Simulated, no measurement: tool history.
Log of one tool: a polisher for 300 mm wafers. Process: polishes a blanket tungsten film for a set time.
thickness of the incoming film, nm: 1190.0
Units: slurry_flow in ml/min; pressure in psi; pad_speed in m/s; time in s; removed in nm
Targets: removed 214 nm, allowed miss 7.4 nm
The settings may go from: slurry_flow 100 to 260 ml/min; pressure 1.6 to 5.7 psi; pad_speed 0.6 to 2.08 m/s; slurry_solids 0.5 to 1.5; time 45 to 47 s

run    day  slurry_flow  pressure  pad_speed  slurry_solids  time  removed
  1      0          165       3.6       1.34              1    45   277.32
  2  0.117          165       3.6       1.34              1    47   288.07
  3    0.3          165       3.6       1.34           1.15    47   293.94
  4  0.404          165       3.6       1.34           1.15    45   283.47
  5  0.612          165       3.6       1.34            1.3    45   292.85
  6  0.633          195       3.6       1.34            1.3    45    304.5
  7  0.733          180       3.3       1.34            1.3    45   271.74
     0.858  -- worn pad replaced by a new one
  8  0.858          170       3.1       1.34            1.3    45   270.27
  9  1.133          170       2.7       1.34            1.3    45   233.88
 10  1.467          170       2.7       1.34            1.3    45   233.44
 11    1.7          165       2.6       1.34            1.3    45   226.28
 12  2.046          150       2.4       1.34            1.3    45    206.1
 13  2.204          155       2.4       1.34            1.3    45   206.96

Which of these 5 next moves meets every target?
  A  2.362          180       2.3       1.32           1.25    45        ?
  B  2.362          170         2       1.44           1.35    47        ?
  C  2.362          145       2.2       1.38           1.35    45        ?
  D  2.362          155       2.3       1.38           1.35    47        ?
  E  2.362          110       2.1        1.6            1.3    45        ?

move  removed
   A   199.29
   B   200.12
   C   195.48
   D   215.76
   E   200.51
A: further off than the last run
B: further off than the last run
C: further off than the last run
D: meets every target
E: further off than the last run
Answer: D
